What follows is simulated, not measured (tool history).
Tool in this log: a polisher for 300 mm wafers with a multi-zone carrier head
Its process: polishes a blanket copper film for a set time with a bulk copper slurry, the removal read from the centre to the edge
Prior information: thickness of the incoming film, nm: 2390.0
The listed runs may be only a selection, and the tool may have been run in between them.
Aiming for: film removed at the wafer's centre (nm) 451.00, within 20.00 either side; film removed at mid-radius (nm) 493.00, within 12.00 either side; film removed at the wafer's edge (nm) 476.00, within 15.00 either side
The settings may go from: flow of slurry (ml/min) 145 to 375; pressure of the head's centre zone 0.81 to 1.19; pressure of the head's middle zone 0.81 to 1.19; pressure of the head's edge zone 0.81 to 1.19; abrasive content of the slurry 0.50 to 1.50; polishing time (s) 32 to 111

run	hour	flow of slurry (ml/min)	pressure of the head's centre zone	pressure of the head's middle zone	pressure of the head's edge zone	abrasive content of the slurry	polishing time (s)	film removed at the wafer's centre (nm)	film removed at mid-radius (nm)	film removed at the wafer's edge (nm)
1	0.0	240	1.00	1.00	1.00	1.00	71	591.21	578.73	580.01
2	7.1	240	0.94	1.00	1.00	1.00	71	540.54	576.89	572.59
3	15.6	240	1.02	1.00	1.00	1.00	71	592.79	584.24	580.63
4	21.0	240	1.02	1.00	0.93	1.00	71	588.29	579.27	562.94
5	26.3	240	1.02	1.04	0.93	1.00	71	574.06	604.73	566.65
6	32.8	240	1.02	1.04	0.86	1.00	71	576.88	603.10	538.26
7	37.4	230	0.97	1.01	0.85	0.95	71	565.58	580.40	536.98
8	46.3	210	0.87	1.02	0.91	0.70	64	419.76	495.66	471.63

4 candidate next runs follow, results not yet known. Just one meets every target within its allowed miss. Identify it.
A	55.2	195	0.95	1.04	0.97	0.95	61	?	?	?
B	55.2	195	0.87	0.89	0.92	0.55	71	?	?	?
C	55.2	145	0.94	0.97	0.90	0.50	72	?	?	?
D	55.2	240	0.81	1.05	0.99	0.65	62	?	?	?

move	film removed at the wafer's centre (nm)	film removed at mid-radius (nm)	film removed at the wafer's edge (nm)
A	452.69	500.45	476.30
B	442.69	473.77	497.92
C	447.64	477.30	471.85
D	381.88	498.10	470.89
A: all results in spec
B: meets the target for the result that was furthest off, but another lies outside its allowed miss
C: meets the target for the result that was furthest off, but another lies outside its allowed miss
D: the biggest miss grows against the last run
A meets every target.
